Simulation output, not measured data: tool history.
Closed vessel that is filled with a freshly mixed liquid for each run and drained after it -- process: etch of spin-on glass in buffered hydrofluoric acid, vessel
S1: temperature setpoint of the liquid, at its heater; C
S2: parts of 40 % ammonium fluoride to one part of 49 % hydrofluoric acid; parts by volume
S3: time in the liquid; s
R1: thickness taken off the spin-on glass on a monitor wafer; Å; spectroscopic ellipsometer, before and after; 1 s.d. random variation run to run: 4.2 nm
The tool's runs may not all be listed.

{"run": 1, "hour": 0.0, "S1": 22.0, "S2": 8.5, "S3": 100, "R1": 4053.7}
{"run": 2, "hour": 2.1, "S1": 23.5, "S2": 8.5, "S3": 100, "R1": 4394.2}
{"run": 3, "hour": 7.0, "S1": 24.5, "S2": 8.5, "S3": 100, "R1": 4549.6}
{"run": 4, "hour": 9.0, "S1": 25.5, "S2": 8.5, "S3": 100, "R1": 4894.1}
{"run": 5, "hour": 17.6, "S1": 25.5, "S2": 8.5, "S3": 105, "R1": 5148.5}
{"run": 6, "hour": 19.3, "S1": 24.0, "S2": 8.5, "S3": 105, "R1": 4696.5}

Run 7, settings as shown, results not yet in. Your forecast:
{"run": 7, "hour": 28.2, "S1": 24.5, "S2": 8.5, "S3": 105, "R1": "?"}

{"run 7": {"R1": 4839.1}}
